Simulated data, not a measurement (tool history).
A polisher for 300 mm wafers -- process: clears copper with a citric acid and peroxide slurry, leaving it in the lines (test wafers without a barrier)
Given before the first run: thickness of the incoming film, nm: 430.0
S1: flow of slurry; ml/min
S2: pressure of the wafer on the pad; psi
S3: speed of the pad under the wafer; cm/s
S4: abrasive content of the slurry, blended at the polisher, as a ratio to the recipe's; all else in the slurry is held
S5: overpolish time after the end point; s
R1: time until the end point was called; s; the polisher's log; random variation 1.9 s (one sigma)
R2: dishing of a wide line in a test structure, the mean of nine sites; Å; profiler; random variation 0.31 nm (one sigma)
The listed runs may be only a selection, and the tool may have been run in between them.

run	day	S1	S2	S3	S4	S5	R1	R2
1	0	215	3.7	120	1	30	167.14	446.91
2	0.279	220	3.2	120	1	23	190.72	324.78
3	0.562	220	2.9	120	1	20	211.47	270.1
4	0.592	265	2.9	120	1	20	207.62	280.41
5	0.862	265	2.9	120	1	9	208.19	138.77
6	0.925	265	3.3	120	1	9	183.24	155.32
7	0.988	235	2.4	116	1	23	259.18	254.39
8	1.088	240	2.5	116	1	21	244.72	243.41

Run 9 comes next. What will it give?
9	1.238	240	2.5	116	1	20	?	?

R1: 249.15 s
R2: 239.34 Å

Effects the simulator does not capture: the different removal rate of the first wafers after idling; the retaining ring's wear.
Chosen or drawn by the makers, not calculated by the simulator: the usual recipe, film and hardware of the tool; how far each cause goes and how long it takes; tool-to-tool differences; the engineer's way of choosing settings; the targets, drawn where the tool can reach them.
